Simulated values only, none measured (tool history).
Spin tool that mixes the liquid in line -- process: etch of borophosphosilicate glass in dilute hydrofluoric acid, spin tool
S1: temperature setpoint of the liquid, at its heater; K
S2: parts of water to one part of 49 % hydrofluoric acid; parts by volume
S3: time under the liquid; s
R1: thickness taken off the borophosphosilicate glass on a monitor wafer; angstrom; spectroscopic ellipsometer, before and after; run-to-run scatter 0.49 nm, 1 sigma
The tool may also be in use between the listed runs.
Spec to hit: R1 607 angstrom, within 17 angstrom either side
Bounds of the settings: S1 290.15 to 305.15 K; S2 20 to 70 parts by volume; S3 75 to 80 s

run  hour      S1  S2  S3      R1
  1     0  297.15  40  75  796.59
  2   5.1  298.65  40  75  859.39
  3  11.3  298.65  40  75  851.88
  4  12.8  298.65  45  75  742.01
  5  17.1  298.65  30  75  1156.2
  6  19.3  298.65  30  75  1158.1
  7  24.8  297.15  30  75    1060
  8    27  295.65  30  75  1010.3
  9  27.5  294.65  30  75  968.44
 10  35.5  290.65  45  75  536.62

Which of these 4 next moves meets every target?
  A  43.5  290.15  55  75   ?
  B  43.5  292.15  45  80   ?
  C  43.5  292.65  50  75   ?
  D  43.5  290.65  40  80   ?

move      R1
   A  420.24
   B  604.11
   C  517.68
   D  640.59
A: its largest miss is bigger than the last run's
B: all results land within tolerance of their targets
C: its largest miss is bigger than the last run's
D: carries the result that was furthest off beyond its target, to the other side
Move B is the one to make.
